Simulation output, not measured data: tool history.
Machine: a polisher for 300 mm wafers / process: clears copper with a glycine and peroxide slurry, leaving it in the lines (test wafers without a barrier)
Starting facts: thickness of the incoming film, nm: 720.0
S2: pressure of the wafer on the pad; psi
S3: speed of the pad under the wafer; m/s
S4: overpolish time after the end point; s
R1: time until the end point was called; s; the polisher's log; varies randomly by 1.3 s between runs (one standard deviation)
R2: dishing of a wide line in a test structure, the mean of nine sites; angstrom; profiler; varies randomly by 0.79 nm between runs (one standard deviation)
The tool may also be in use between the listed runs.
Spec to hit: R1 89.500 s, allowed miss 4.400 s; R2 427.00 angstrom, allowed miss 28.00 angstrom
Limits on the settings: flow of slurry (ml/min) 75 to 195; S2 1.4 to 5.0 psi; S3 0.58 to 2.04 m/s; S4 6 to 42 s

run 1 hour=0.0 | flow_of_slurry_(ml/min)=125 S2=3.2 S3=1.30 S4=21 | R1=94.133 R2=756.30
run 2 hour=3.3 | flow_of_slurry_(ml/min)=115 S2=2.9 S3=1.44 S4=17 | R1=93.504 R2=638.64
run 3 hour=7.3 | flow_of_slurry_(ml/min)=105 S2=2.8 S3=1.50 S4=14 | R1=99.359 R2=550.91
run 4 hour=15.4 | flow_of_slurry_(ml/min)=100 S2=2.8 S3=1.58 S4=12 | R1=95.630 R2=500.69
run 5 hour=24.3 | flow_of_slurry_(ml/min)=100 S2=3.2 S3=1.58 S4=12 | R1=86.443 R2=534.65
run 6 hour=26.1 | flow_of_slurry_(ml/min)=95 S2=3.2 S3=1.60 S4=11 | R1=85.047 R2=512.42
run 7 hour=32.4 | flow_of_slurry_(ml/min)=85 S2=2.9 S3=1.62 S4=6 | R1=97.422 R2=290.74
run 8 hour=34.6 | flow_of_slurry_(ml/min)=95 S2=2.9 S3=1.62 S4=6 | R1=91.881 R2=294.43
run 9 hour=41.8 | flow_of_slurry_(ml/min)=90 S2=3.0 S3=1.62 S4=7 | R1=94.116 R2=339.60
run 10 hour=44.0 | flow_of_slurry_(ml/min)=90 S2=3.0 S3=1.62 S4=8 | R1=90.883 R2=372.17

Exercise: of the 5 proposed moves below, exactly one satisfies all targets within the stated allowed misses. Which move is it?
run A hour=46.2 | flow_of_slurry_(ml/min)=100 S2=3.4 S3=1.36 S4=8 | R1=? R2=?
run B hour=46.2 | flow_of_slurry_(ml/min)=85 S2=4.2 S3=1.48 S4=9 | R1=? R2=?
run C hour=46.2 | flow_of_slurry_(ml/min)=95 S2=2.8 S3=1.58 S4=10 | R1=? R2=?
run D hour=46.2 | flow_of_slurry_(ml/min)=110 S2=2.6 S3=1.76 S4=9 | R1=? R2=?
run E hour=46.2 | flow_of_slurry_(ml/min)=100 S2=2.8 S3=1.64 S4=8 | R1=? R2=?

move=A R1=92.688 R2=389.85
move=B R1=76.104 R2=501.24
move=C R1=98.386 R2=439.67
move=D R1=90.296 R2=430.74
move=E R1=93.260 R2=384.32
A: moves toward the targets from the last run without getting all of them in spec
B: pushes the last run's worst result past its target
C: brings the result that was furthest off to its target, and leaves another outside
D: all results in spec
E: moves toward the targets from the last run without getting all of them in spec
D meets every target.
